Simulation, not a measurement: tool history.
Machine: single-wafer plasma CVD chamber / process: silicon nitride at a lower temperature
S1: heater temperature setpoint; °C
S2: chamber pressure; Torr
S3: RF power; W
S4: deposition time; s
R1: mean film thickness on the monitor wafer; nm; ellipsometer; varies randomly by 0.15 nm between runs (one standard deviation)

run  hour   S1    S2   S3    S4      R1
  1     0  335  1.85  360  40.3    52.7
  2   1.6  335  1.71  355  40.3  50.798
  3   5.6  335  1.71  400  40.3  55.175
  4   7.6  335  1.71  435  40.3   57.55
  5  10.2  328  1.71  435  40.3  57.684
  6  11.8  328  1.71  470  40.3  60.619
  7  13.8  328  1.53  435  40.3  55.812
  8  15.5  328   1.4  415  40.3  52.846
  9  20.3  328  1.31  405  40.3  50.982

Predict the results of run 10:
 10  28.4  328  1.11  385  40.3   ?

{"run 10": {"R1": 46.522}}
